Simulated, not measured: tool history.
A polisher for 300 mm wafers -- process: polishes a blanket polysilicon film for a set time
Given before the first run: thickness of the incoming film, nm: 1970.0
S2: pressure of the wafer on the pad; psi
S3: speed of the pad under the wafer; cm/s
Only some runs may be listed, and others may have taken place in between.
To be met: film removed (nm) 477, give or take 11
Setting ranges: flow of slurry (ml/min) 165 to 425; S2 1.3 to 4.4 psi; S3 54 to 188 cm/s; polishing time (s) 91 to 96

{"run": 1, "hour": 0.0, "flow of slurry (ml/min)": 275, "S2": 2.8, "S3": 120, "polishing time (s)": 91, "film removed (nm)": 754.26}
{"run": 2, "hour": 7.6, "flow of slurry (ml/min)": 270, "S2": 2.4, "S3": 120, "polishing time (s)": 91, "film removed (nm)": 642.91}
{"run": 3, "hour": 15.4, "flow of slurry (ml/min)": 265, "S2": 2.2, "S3": 120, "polishing time (s)": 91, "film removed (nm)": 589.39}
{"run": 4, "hour": 17.6, "flow of slurry (ml/min)": 255, "S2": 2.1, "S3": 120, "polishing time (s)": 91, "film removed (nm)": 570.51}
{"run": 5, "hour": 20.6, "flow of slurry (ml/min)": 255, "S2": 2.1, "S3": 120, "polishing time (s)": 96, "film removed (nm)": 589.64}
{"run": 6, "hour": 25.3, "flow of slurry (ml/min)": 310, "S2": 2.1, "S3": 120, "polishing time (s)": 96, "film removed (nm)": 612.14}
{"run": 7, "hour": 30.2, "flow of slurry (ml/min)": 235, "S2": 1.4, "S3": 120, "polishing time (s)": 96, "film removed (nm)": 402.54}
{"hour": 37.7, "done": "slurry nozzle cleaned"}
{"run": 8, "hour": 37.7, "flow of slurry (ml/min)": 310, "S2": 1.5, "S3": 120, "polishing time (s)": 96, "film removed (nm)": 465.74}

Exercise: of the 4 proposed moves below, exactly one satisfies all targets within the stated allowed misses. Which move is it?
{"run": "A", "hour": 45.2, "flow of slurry (ml/min)": 320, "S2": 1.4, "S3": 128, "polishing time (s)": 94, "film removed (nm)": "?"}
{"run": "B", "hour": 45.2, "flow of slurry (ml/min)": 265, "S2": 1.5, "S3": 120, "polishing time (s)": 96, "film removed (nm)": "?"}
{"run": "C", "hour": 45.2, "flow of slurry (ml/min)": 220, "S2": 1.5, "S3": 128, "polishing time (s)": 96, "film removed (nm)": "?"}
{"run": "D", "hour": 45.2, "flow of slurry (ml/min)": 320, "S2": 1.5, "S3": 116, "polishing time (s)": 96, "film removed (nm)": "?"}

move=A film_removed_(nm)=453.69
move=B film_removed_(nm)=455.23
move=C film_removed_(nm)=473.59
move=D film_removed_(nm)=448.89
A: the biggest miss grows against the last run
B: the biggest miss grows against the last run
C: every result within its allowed miss
D: the biggest miss grows against the last run
Move C is the one to make.
